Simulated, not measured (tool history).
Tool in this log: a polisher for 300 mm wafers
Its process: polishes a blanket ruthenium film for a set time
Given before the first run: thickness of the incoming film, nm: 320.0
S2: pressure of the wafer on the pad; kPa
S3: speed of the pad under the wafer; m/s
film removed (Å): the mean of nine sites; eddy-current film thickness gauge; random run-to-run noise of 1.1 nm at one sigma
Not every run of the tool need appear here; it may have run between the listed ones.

run 1 day=0.000 | flow_of_slurry_(ml/min)=150 S2=11.0 S3=1.10 polishing_time_(s)=59 | film_removed_(Å)=492.48
run 2 day=0.367 | flow_of_slurry_(ml/min)=150 S2=11.7 S3=1.10 polishing_time_(s)=59 | film_removed_(Å)=536.45
run 3 day=0.654 | flow_of_slurry_(ml/min)=150 S2=12.4 S3=1.10 polishing_time_(s)=59 | film_removed_(Å)=557.03
run 4 day=1.000 | flow_of_slurry_(ml/min)=150 S2=12.4 S3=1.10 polishing_time_(s)=53 | film_removed_(Å)=496.80
run 5 day=1.079 | flow_of_slurry_(ml/min)=150 S2=13.1 S3=1.12 polishing_time_(s)=53 | film_removed_(Å)=529.81
run 6 day=1.333 | flow_of_slurry_(ml/min)=180 S2=13.1 S3=1.12 polishing_time_(s)=53 | film_removed_(Å)=551.60
run 7 day=1.629 | flow_of_slurry_(ml/min)=180 S2=13.8 S3=1.14 polishing_time_(s)=53 | film_removed_(Å)=588.21
run 8 day=1.904 | flow_of_slurry_(ml/min)=180 S2=13.8 S3=1.14 polishing_time_(s)=53 | film_removed_(Å)=592.06
run 9 day=2.150 | flow_of_slurry_(ml/min)=180 S2=14.5 S3=1.16 polishing_time_(s)=53 | film_removed_(Å)=629.69
run 10 day=2.246 | flow_of_slurry_(ml/min)=180 S2=15.2 S3=1.18 polishing_time_(s)=53 | film_removed_(Å)=665.27

Forecast run 11:
run 11 day=2.354 | flow_of_slurry_(ml/min)=180 S2=15.2 S3=1.20 polishing_time_(s)=53 | film_removed_(Å)=?

Run 11 yielded film removed (Å) 681.57.
